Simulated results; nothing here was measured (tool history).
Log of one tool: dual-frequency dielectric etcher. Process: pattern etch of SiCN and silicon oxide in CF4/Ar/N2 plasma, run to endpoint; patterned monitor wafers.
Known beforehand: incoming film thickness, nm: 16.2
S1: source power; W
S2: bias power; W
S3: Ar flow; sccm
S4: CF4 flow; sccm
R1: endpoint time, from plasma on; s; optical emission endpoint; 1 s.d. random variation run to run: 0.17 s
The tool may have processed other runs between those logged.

| run | hour | S1 | S2 | S3 | S4 | R1 |
|---|---|---|---|---|---|---|
| 1 | 0.0 | 550 | 93 | 91 | 77 | 15.416 |
| 2 | 6.4 | 530 | 90 | 92 | 76 | 16.020 |
| 3 | 11.3 | 530 | 90 | 107 | 76 | 16.242 |
| 4 | 14.0 | 530 | 90 | 107 | 88 | 16.285 |
| 5 | 19.0 | 530 | 90 | 96 | 88 | 16.112 |
| 6 | 26.3 | 470 | 90 | 96 | 88 | 17.920 |
| 7 | 32.5 | 450 | 88 | 96 | 88 | 18.952 |
| 8 | 39.0 | 440 | 87 | 96 | 88 | 19.440 |
| 9 | 47.3 | 430 | 86 | 96 | 88 | 20.011 |
| 10 | 49.1 | 420 | 86 | 96 | 88 | 20.427 |
| 11 | 56.7 | 330 | 77 | 100 | 86 | 27.460 |
| 12 | 64.0 | 340 | 77 | 100 | 86 | 26.745 |

Forecast run 13:
| 13 | 71.8 | 400 | 78 | 100 | 86 | ? |

R1: 22.512 s
